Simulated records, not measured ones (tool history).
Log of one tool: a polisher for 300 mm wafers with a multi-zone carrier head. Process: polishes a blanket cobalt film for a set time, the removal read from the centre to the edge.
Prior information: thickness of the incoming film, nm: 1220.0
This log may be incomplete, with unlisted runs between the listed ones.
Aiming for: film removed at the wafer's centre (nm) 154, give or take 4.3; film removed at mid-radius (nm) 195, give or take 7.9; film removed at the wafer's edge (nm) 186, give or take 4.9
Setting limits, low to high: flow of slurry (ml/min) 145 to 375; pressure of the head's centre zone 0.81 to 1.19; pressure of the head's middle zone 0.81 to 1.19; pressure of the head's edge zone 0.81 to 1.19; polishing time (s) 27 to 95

run	hour	flow of slurry (ml/min)	pressure of the head's centre zone	pressure of the head's middle zone	pressure of the head's edge zone	polishing time (s)	film removed at the wafer's centre (nm)	film removed at mid-radius (nm)	film removed at the wafer's edge (nm)
1	0	240	1	1	1	61	171.6	172.67	171.51
2	8.2	240	1	1	1.04	61	170.48	173.75	174.71
3	10.2	240	0.98	1.02	1.06	61	167.24	174.85	176.34
4	14.2	240	0.98	1.02	1.02	61	167.74	177.12	172.92
5	18	240	0.96	1.03	1.04	61	165.85	176.31	174.73
6	26.8	195	0.96	1.03	1.04	61	161.51	170.11	170.51
7	28.8	205	0.94	1.05	1.06	61	158.92	180.38	172.27
8	37.5	210	0.93	1.05	1.08	61	156.3	177.9	172.6
9	44.3	210	0.93	1.05	1.08	61	157.33	176.8	174.74
10	45.4	210	0.93	1.05	1.08	61	155.93	178.66	173.9
11	49	220	0.92	1.06	1.09	61	156.9	181.12	176.2
12	55.4	225	0.91	1.07	1.1	61	153.57	184.47	175.9
13	59.1	230	0.91	1.07	1.11	61	158.62	185.34	179.99

Consider the 5 candidate settings below. Which is the only one whose results all fall within their allowed miss of target?
A	62.8	160	0.94	1.09	1.08	67	?	?	?
B	62.8	255	0.93	1.18	1.07	58	?	?	?
C	62.8	195	0.94	1.05	1.02	61	?	?	?
D	62.8	245	0.9	1.1	1.15	64	?	?	?
E	62.8	240	0.83	1.07	1.09	64	?	?	?

move	film removed at the wafer's centre (nm)	film removed at mid-radius (nm)	film removed at the wafer's edge (nm)
A	166.06	193.53	185.8
B	155.42	193.9	169.56
C	157.79	177.37	170.32
D	165.63	200.39	191.97
E	153.92	195.25	187.62
A: puts the biggest miss on target and leaves a different result outside tolerance
B: moves away from the targets compared with the last run
C: moves away from the targets compared with the last run
D: takes the result that was furthest off past its target
E: meets every target
Correct choice: E, which meets every target

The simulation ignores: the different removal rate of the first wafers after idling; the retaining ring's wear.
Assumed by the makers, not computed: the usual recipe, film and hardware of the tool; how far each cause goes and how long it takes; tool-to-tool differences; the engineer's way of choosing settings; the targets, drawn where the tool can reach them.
